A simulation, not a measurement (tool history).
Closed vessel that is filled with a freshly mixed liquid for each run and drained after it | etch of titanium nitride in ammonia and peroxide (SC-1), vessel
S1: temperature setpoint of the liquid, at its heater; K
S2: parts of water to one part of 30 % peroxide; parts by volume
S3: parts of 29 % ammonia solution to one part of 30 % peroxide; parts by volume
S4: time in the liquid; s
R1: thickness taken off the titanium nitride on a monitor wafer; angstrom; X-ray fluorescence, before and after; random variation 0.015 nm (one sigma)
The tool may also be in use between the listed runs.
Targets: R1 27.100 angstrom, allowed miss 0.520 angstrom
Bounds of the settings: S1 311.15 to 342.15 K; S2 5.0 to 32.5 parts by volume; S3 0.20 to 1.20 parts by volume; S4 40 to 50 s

{"run": 1, "day": 0.0, "S1": 326.15, "S2": 18.0, "S3": 0.7, "S4": 50, "R1": 23.919}
{"run": 2, "day": 0.05, "S1": 326.15, "S2": 12.0, "S3": 0.7, "S4": 50, "R1": 29.928}
{"run": 3, "day": 0.367, "S1": 325.65, "S2": 12.0, "S3": 0.7, "S4": 50, "R1": 29.022}
{"run": 4, "day": 0.454, "S1": 325.65, "S2": 12.0, "S3": 0.7, "S4": 50, "R1": 28.772}
{"run": 5, "day": 0.496, "S1": 325.65, "S2": 12.0, "S3": 0.55, "S4": 50, "R1": 28.088}
{"run": 6, "day": 0.758, "S1": 325.65, "S2": 16.0, "S3": 0.55, "S4": 50, "R1": 23.854}
{"run": 7, "day": 1.046, "S1": 326.15, "S2": 16.0, "S3": 0.55, "S4": 50, "R1": 24.754}
{"run": 8, "day": 1.175, "S1": 326.65, "S2": 16.0, "S3": 0.55, "S4": 50, "R1": 25.671}
{"run": 9, "day": 1.429, "S1": 327.15, "S2": 16.0, "S3": 0.55, "S4": 50, "R1": 26.672}

Which of these 4 next moves meets every target?
{"run": "A", "day": 1.683, "S1": 329.65, "S2": 17.0, "S3": 0.55, "S4": 45, "R1": "?"}
{"run": "B", "day": 1.683, "S1": 332.15, "S2": 18.0, "S3": 0.35, "S4": 40, "R1": "?"}
{"run": "C", "day": 1.683, "S1": 326.65, "S2": 13.0, "S3": 0.55, "S4": 45, "R1": "?"}
{"run": "D", "day": 1.683, "S1": 323.15, "S2": 9.5, "S3": 0.5, "S4": 50, "R1": "?"}

move=A R1=27.461
move=B R1=25.686
move=C R1=25.929
move=D R1=26.255
A: meets every target
B: further off than the last run
C: further off than the last run
D: further off than the last run
The right move is A.

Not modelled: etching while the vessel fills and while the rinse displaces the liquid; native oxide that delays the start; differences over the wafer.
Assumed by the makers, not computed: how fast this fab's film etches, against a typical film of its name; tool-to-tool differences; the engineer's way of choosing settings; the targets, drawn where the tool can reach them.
